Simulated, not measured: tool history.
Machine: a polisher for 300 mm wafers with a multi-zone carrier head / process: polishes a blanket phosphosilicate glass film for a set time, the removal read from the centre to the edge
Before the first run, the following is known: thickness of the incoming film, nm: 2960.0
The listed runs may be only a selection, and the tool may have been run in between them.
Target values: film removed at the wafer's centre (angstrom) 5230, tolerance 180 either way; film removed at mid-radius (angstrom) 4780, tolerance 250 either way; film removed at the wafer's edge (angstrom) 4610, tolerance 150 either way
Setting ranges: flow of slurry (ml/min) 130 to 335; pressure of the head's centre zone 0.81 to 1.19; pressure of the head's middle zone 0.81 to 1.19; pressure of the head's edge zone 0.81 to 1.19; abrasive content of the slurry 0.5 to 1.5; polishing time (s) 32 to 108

run,hour,flow of slurry (ml/min),pressure of the head's centre zone,pressure of the head's middle zone,pressure of the head's edge zone,abrasive content of the slurry,polishing time (s),film removed at the wafer's centre (angstrom),film removed at mid-radius (angstrom),film removed at the wafer's edge (angstrom)
1,0,215,1,1,1,1,70,6781.8,6946.2,7032.6
2,5,215,1,1,1.09,1,70,6962.3,6851.4,7423.5
3,11.1,215,0.93,1,1.09,1,70,6479.5,6725.1,7285.8
4,16.3,220,0.96,0.99,1.06,0.95,68,6342.3,6486.9,6941.8
5,19.6,220,0.96,0.99,1.01,0.95,68,6418.3,6472,6739.4
6,26.5,220,0.97,0.99,0.99,0.9,67,6152,6304.4,6431.2
7,33.8,225,0.99,0.98,0.97,0.85,66,6046.8,6141,6083.5
8,37.4,210,1.06,0.88,0.87,0.6,64,5505,4663.4,4965.4
9,40.5,210,1.06,0.89,0.86,0.6,64,5594.7,4907.7,4943.6
10,45.9,205,1.06,0.89,0.85,0.6,64,5562.9,4808.7,4918.4
11,51.2,205,1.06,0.89,0.84,0.6,64,5544,4753.1,4854.9
12,51.7,200,1.06,0.9,0.84,0.6,64,5510.5,4756.3,4904.8
13,59.1,200,1.06,0.9,0.84,0.6,64,5449.2,4746.4,4902.4
14,61.2,205,1.06,0.91,0.84,0.6,64,5530.8,4683.7,4983.4
15,67,200,1.06,0.9,0.84,0.6,64,5631,4748,4794.9
16,75.4,200,1.06,0.9,0.84,0.6,64,5520.9,4795.9,4901.5
17,82.7,200,1.06,0.91,0.84,0.6,64,5521.9,4841.3,4915.7
18,86.6,200,1.06,0.92,0.84,0.6,64,5598.6,4937.5,4973.4

Which single option among these 4 for the next run brings every result within its allowed miss of target? Just one does.
A,90.5,205,1.01,1.02,0.81,0.6,64,?,?,?
B,90.5,215,1.06,0.89,0.86,0.65,66,?,?,?
C,90.5,200,1.04,0.88,0.92,0.55,64,?,?,?
D,90.5,205,1.05,0.96,0.82,0.6,61,?,?,?

move,film removed at the wafer's centre (angstrom),film removed at mid-radius (angstrom),film removed at the wafer's edge (angstrom)
A,5210.7,5303.2,4877.7
B,5833.3,5090.1,5343
C,5183.7,4576.4,5007.6
D,5162.6,4820.9,4677.5
A: gains on the last run, yet a result remains outside its allowed miss
B: further off than the last run
C: further off than the last run
D: every result within its allowed miss
So the answer is move D, the one that meets all the targets.

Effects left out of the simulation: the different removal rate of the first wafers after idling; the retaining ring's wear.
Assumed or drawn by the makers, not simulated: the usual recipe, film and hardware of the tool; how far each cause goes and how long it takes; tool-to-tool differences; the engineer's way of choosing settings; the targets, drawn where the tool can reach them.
